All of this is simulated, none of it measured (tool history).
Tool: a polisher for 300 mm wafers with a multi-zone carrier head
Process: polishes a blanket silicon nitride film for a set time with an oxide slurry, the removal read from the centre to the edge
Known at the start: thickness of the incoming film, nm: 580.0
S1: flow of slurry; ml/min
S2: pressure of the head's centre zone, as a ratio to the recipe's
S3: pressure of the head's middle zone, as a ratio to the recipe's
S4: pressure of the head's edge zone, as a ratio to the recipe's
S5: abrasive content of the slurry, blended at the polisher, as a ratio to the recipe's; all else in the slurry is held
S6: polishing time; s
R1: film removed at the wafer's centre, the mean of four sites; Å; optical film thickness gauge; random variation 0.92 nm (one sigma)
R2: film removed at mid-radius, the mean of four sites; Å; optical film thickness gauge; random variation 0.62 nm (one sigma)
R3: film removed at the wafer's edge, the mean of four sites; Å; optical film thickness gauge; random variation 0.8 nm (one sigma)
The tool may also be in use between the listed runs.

run 1 hour=0 | S1=295 S2=1 S3=1 S4=1 S5=1 S6=63 | R1=610.38 R2=588.7 R3=604.74
run 2 hour=6.8 | S1=295 S2=1 S3=1.06 S4=1 S5=1 S6=63 | R1=600.06 R2=617.78 R3=609.8
run 3 hour=9.5 | S1=295 S2=1 S3=1.06 S4=1 S5=1 S6=55 | R1=518.69 R2=542.81 R3=517.82
run 4 hour=15.2 | S1=295 S2=1 S3=1.06 S4=1 S5=0.9 S6=55 | R1=499.98 R2=513.43 R3=493.03
run 5 hour=21.4 | S1=295 S2=1 S3=1.06 S4=1.04 S5=0.9 S6=55 | R1=491.62 R2=512.48 R3=495.96
run 6 hour=28.8 | S1=285 S2=0.98 S3=0.99 S4=1.07 S5=1.1 S6=57 | R1=560 R2=560.83 R3=583.09
run 7 hour=33.8 | S1=280 S2=0.96 S3=0.93 S4=1.1 S5=1.25 S6=58 | R1=598.06 R2=575.66 R3=647.32
run 8 hour=34.5 | S1=280 S2=0.96 S3=0.91 S4=1.13 S5=1.35 S6=58 | R1=626.68 R2=592.93 R3=686.28
run 9 hour=42.7 | S1=285 S2=0.96 S3=0.9 S4=1.15 S5=1.4 S6=58 | R1=634.45 R2=597.57 R3=685.49
run 10 hour=46.8 | S1=280 S2=0.95 S3=0.88 S4=1.16 S5=1.45 S6=59 | R1=652.33 R2=604.35 R3=703.17
run 11 hour=49.6 | S1=280 S2=0.95 S3=0.88 S4=1.16 S5=1.45 S6=59 | R1=645.73 R2=601.11 R3=713.63

Forecast run 12:
run 12 hour=54.5 | S1=280 S2=0.94 S3=0.87 S4=1.17 S5=1.45 S6=60 | R1=? R2=? R3=?

{"run 12": {"R1": 663.17, "R2": 609.67, "R3": 730.14}}
